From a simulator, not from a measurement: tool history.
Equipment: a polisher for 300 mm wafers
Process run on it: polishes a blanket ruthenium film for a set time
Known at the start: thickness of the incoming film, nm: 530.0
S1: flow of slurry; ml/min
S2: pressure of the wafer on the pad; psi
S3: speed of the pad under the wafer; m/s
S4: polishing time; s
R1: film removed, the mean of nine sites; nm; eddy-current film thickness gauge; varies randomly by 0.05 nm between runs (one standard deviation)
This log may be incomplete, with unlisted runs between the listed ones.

run 1 hour=0 | S1=200 S2=1.5 S3=1.14 S4=25 | R1=22.062
run 2 hour=1.5 | S1=170 S2=1.5 S3=1.14 S4=25 | R1=21.633
run 3 hour=10.2 | S1=170 S2=1.5 S3=1.26 S4=25 | R1=23.549
run 4 hour=12.5 | S1=170 S2=1.7 S3=1.26 S4=25 | R1=26.921
run 5 hour=20.7 | S1=195 S2=1.7 S3=1.26 S4=25 | R1=27.343
run 6 hour=21.4 | S1=195 S2=1.7 S3=1.26 S4=23 | R1=24.987
run 7 hour=22.4 | S1=190 S2=1.6 S3=1.16 S4=23 | R1=21.871
run 8 hour=30.6 | S1=190 S2=1.6 S3=1.16 S4=23 | R1=21.602
run 9 hour=32.2 | S1=155 S2=1.2 S3=0.84 S4=23 | R1=11.631

Run 10 has not been measured yet. What should we expect?
run 10 hour=34.1 | S1=150 S2=1.1 S3=0.84 S4=23 | R1=?

R1: 10.795 nm
